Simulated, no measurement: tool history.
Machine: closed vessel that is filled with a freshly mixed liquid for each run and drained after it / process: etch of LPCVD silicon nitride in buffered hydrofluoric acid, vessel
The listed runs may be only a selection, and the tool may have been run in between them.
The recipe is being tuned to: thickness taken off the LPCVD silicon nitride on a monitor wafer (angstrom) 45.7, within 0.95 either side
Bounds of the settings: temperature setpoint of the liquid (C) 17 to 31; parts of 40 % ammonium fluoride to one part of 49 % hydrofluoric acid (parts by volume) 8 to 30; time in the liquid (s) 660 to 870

| run | hour | temperature setpoint of the liquid (C) | parts of 40 % ammonium fluoride to one part of 49 % hydrofluoric acid (parts by volume) | time in the liquid (s) | thickness taken off the LPCVD silicon nitride on a monitor wafer (angstrom) |
|---|---|---|---|---|---|
| 1 | 0 | 23 | 22.5 | 870 | 58.571 |
| 2 | 6.7 | 22.5 | 22.5 | 870 | 56.67 |
| 3 | 8.7 | 22 | 22.5 | 870 | 55.789 |
| 4 | 15.4 | 20.5 | 22.5 | 870 | 50.689 |
| 5 | 23.3 | 20.5 | 18.5 | 870 | 61.647 |
| 6 | 31 | 20 | 19 | 870 | 58.329 |
| 7 | 38.4 | 20 | 19 | 870 | 58.324 |
| 8 | 45.8 | 19.5 | 19.5 | 870 | 55.974 |
| 9 | 54.9 | 19 | 20 | 870 | 52.704 |
| 10 | 59.4 | 17 | 21 | 870 | 44.371 |

5 candidate next runs follow, results not yet known. Just one meets every target within its allowed miss. Identify it.
| A | 63.9 | 17 | 19.5 | 795 | ? |
| B | 63.9 | 20 | 24 | 800 | ? |
| C | 63.9 | 17.5 | 20.5 | 845 | ? |
| D | 63.9 | 17 | 19.5 | 800 | ? |
| E | 63.9 | 19 | 22.5 | 785 | ? |

| move | thickness taken off the LPCVD silicon nitride on a monitor wafer (angstrom) |
|---|---|
| A | 43.896 |
| B | 43.584 |
| C | 45.693 |
| D | 44.173 |
| E | 42.263 |
A: misses by more than the last run did
B: misses by more than the last run did
C: meets every target
D: misses by more than the last run did
E: misses by more than the last run did
The right move is C.
